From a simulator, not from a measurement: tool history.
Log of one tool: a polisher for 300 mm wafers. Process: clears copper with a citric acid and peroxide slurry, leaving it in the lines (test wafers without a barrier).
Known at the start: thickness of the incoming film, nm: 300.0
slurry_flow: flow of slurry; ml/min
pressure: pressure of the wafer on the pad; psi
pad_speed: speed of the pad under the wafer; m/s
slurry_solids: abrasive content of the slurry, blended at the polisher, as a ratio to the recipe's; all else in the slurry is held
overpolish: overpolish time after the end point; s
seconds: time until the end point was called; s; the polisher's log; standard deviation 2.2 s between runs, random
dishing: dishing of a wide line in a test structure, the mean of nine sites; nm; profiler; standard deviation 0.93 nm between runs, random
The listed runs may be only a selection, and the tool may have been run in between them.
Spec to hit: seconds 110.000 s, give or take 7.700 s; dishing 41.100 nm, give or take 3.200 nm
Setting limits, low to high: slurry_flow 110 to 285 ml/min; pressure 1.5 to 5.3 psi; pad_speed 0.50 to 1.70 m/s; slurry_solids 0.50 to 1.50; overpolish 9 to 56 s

run,hour,slurry_flow,pressure,pad_speed,slurry_solids,overpolish,seconds,dishing
1,0.0,180,3.4,1.10,1.00,29,93.788,62.667
2,5.2,180,3.4,1.10,1.00,38,91.159,74.734
3,13.0,180,3.4,0.82,1.00,38,123.380,61.437
4,18.4,180,3.5,0.84,1.00,31,116.380,53.753
5,19.5,180,3.6,0.84,1.00,27,112.780,48.003
6,27.3,180,3.6,1.10,1.00,27,87.949,58.519
7,28.0,180,3.5,1.08,1.00,24,91.224,51.992
8,30.8,180,3.3,1.08,1.00,23,97.547,48.297
9,31.4,180,3.2,1.08,1.00,22,102.050,46.531

Below are 5 possible settings for the next run. Only one of them brings all results inside the allowed miss of their targets. Which is it?
A,32.0,150,3.3,0.96,0.55,24,?,?
B,32.0,155,2.7,0.98,0.95,33,?,?
C,32.0,260,2.6,1.12,1.25,21,?,?
D,32.0,175,2.7,0.90,1.15,26,?,?
E,32.0,180,2.9,1.00,0.90,23,?,?

move,seconds,dishing
A,121.440,41.371
B,133.170,48.953
C,108.660,39.967
D,137.600,39.361
E,120.220,39.942
A: meets the target for the result that was furthest off, but another lies outside its allowed miss
B: moves away from the targets compared with the last run
C: each result inside its tolerance
D: meets the target for the result that was furthest off, but another lies outside its allowed miss
E: meets the target for the result that was furthest off, but another lies outside its allowed miss
The right move is C.

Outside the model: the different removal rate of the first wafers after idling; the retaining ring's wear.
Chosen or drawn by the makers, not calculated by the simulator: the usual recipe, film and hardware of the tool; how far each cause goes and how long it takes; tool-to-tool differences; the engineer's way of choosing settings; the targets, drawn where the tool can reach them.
